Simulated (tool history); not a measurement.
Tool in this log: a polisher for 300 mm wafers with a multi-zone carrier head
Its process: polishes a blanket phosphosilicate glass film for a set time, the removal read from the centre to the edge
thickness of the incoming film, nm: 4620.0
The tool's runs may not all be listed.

| run | hour | flow of slurry (ml/min) | pressure of the head's centre zone | pressure of the head's middle zone | pressure of the head's edge zone | abrasive content of the slurry | polishing time (s) | film removed at the wafer's centre (nm) | film removed at mid-radius (nm) | film removed at the wafer's edge (nm) |
|---|---|---|---|---|---|---|---|---|---|---|
| 1 | 0 | 195 | 1 | 1 | 1 | 1 | 38 | 373.24 | 372 | 384.42 |
| 2 | 4.2 | 190 | 1 | 0.97 | 0.98 | 0.85 | 35 | 330.66 | 312.99 | 318.62 |
| 3 | 7.2 | 180 | 0.98 | 0.93 | 0.99 | 0.75 | 33 | 282.96 | 272.92 | 286.23 |
| 4 | 12.3 | 180 | 0.93 | 0.93 | 0.99 | 0.75 | 33 | 267.77 | 274.38 | 281.78 |
| 5 | 13.2 | 180 | 0.93 | 0.93 | 0.99 | 0.6 | 33 | 240.41 | 246.21 | 248.28 |
| 6 | 21.8 | 180 | 0.93 | 0.93 | 1.05 | 0.6 | 33 | 242.25 | 249.34 | 259.24 |
| 7 | 26.7 | 180 | 0.94 | 0.9 | 1.04 | 0.55 | 32 | 233.47 | 222.66 | 247.45 |
| 8 | 27.6 | 180 | 0.94 | 0.89 | 1.01 | 0.55 | 32 | 229.15 | 227.14 | 240.47 |
| 9 | 32.6 | 180 | 0.96 | 0.87 | 1 | 0.55 | 31 | 224.77 | 207.07 | 225.95 |

Expected results for the next run?
| 10 | 33.8 | 180 | 0.96 | 0.86 | 0.99 | 0.55 | 31 | ? | ? | ? |

Run 10 yielded film removed at the wafer's centre (nm) 225.57, film removed at mid-radius (nm) 210.96, film removed at the wafer's edge (nm) 234.24.

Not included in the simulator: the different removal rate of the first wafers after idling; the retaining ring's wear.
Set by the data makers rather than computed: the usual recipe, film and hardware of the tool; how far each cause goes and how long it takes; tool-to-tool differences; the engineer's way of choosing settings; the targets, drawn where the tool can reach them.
